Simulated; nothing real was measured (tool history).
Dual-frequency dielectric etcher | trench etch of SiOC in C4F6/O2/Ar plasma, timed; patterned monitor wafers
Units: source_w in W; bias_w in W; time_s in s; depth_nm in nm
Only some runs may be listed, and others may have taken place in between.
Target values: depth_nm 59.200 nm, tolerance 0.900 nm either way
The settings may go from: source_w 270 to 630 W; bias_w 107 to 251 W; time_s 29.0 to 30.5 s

Run 1, hour 0.0: source_w 450 W, bias_w 179 W, time_s 29.0 s. Result: depth_nm 52.777 nm.
Run 2, hour 1.3: source_w 400 W, bias_w 179 W, time_s 29.0 s. Result: depth_nm 50.163 nm.
Run 3, hour 1.9: source_w 400 W, bias_w 179 W, time_s 30.5 s. Result: depth_nm 53.001 nm.
Run 4, hour 8.2: source_w 330 W, bias_w 179 W, time_s 30.5 s. Result: depth_nm 48.509 nm.
Run 5, hour 12.9: source_w 330 W, bias_w 159 W, time_s 30.5 s. Result: depth_nm 46.045 nm.
Run 6, hour 16.1: source_w 400 W, bias_w 159 W, time_s 30.5 s. Result: depth_nm 50.639 nm.
Run 7, hour 22.9: source_w 490 W, bias_w 164 W, time_s 30.5 s. Result: depth_nm 56.507 nm.
Run 8, hour 30.1: source_w 500 W, bias_w 164 W, time_s 30.5 s. Result: depth_nm 56.845 nm.
Run 9, hour 35.8: source_w 510 W, bias_w 164 W, time_s 30.5 s. Result: depth_nm 57.249 nm.

Which of these 5 next moves meets every target?
Run A, hour 41.5: source_w 570 W, bias_w 168 W, time_s 30.5 s. Result: depth_nm ?.
Run B, hour 41.5: source_w 470 W, bias_w 184 W, time_s 30.0 s. Result: depth_nm ?.
Run C, hour 41.5: source_w 470 W, bias_w 194 W, time_s 29.5 s. Result: depth_nm ?.
Run D, hour 41.5: source_w 450 W, bias_w 185 W, time_s 30.5 s. Result: depth_nm ?.
Run E, hour 41.5: source_w 570 W, bias_w 179 W, time_s 29.0 s. Result: depth_nm ?.

move  depth_nm
   A    61.330
   B    57.258
   C    57.475
   D    57.186
   E    59.741
A: pushes the last run's worst result past its target
B: about the same distance from the targets as the last run
C: closer than the last run, but not yet in spec
D: about the same distance from the targets as the last run
E: meets every target
E meets every target.
